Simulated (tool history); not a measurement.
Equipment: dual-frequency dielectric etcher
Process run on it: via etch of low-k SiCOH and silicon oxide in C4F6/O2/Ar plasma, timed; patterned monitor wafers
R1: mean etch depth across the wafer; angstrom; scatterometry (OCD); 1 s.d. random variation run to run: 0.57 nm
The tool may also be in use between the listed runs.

{"run": 1, "hour": 0.0, "source power (kW)": 0.26, "bias power (kW)": 0.188, "etch time (s)": 42, "R1": 936.19}
{"run": 2, "hour": 2.9, "source power (kW)": 0.27, "bias power (kW)": 0.191, "etch time (s)": 42, "R1": 959.92}
{"run": 3, "hour": 7.4, "source power (kW)": 0.25, "bias power (kW)": 0.191, "etch time (s)": 42, "R1": 935.43}
{"run": 4, "hour": 14.8, "source power (kW)": 0.27, "bias power (kW)": 0.194, "etch time (s)": 42, "R1": 965.34}
{"run": 5, "hour": 19.1, "source power (kW)": 0.24, "bias power (kW)": 0.194, "etch time (s)": 42, "R1": 926.33}
{"run": 6, "hour": 23.4, "source power (kW)": 0.24, "bias power (kW)": 0.166, "etch time (s)": 42, "R1": 855.68}
{"run": 7, "hour": 25.4, "source power (kW)": 0.26, "bias power (kW)": 0.17, "etch time (s)": 42, "R1": 898.04}
{"run": 8, "hour": 30.0, "source power (kW)": 0.28, "bias power (kW)": 0.172, "etch time (s)": 42, "R1": 930.32}
{"run": 9, "hour": 38.1, "source power (kW)": 0.29, "bias power (kW)": 0.174, "etch time (s)": 42, "R1": 931.75}
{"run": 10, "hour": 43.6, "source power (kW)": 0.3, "bias power (kW)": 0.179, "etch time (s)": 42, "R1": 973.47}
{"run": 11, "hour": 49.3, "source power (kW)": 0.31, "bias power (kW)": 0.18, "etch time (s)": 42, "R1": 978.74}
{"run": 12, "hour": 50.6, "source power (kW)": 0.36, "bias power (kW)": 0.2, "etch time (s)": 42, "R1": 1107}

What will run 13 give?
{"run": 13, "hour": 57.1, "source power (kW)": 0.35, "bias power (kW)": 0.199, "etch time (s)": 42, "R1": "?"}

R1: 1088.4 angstrom
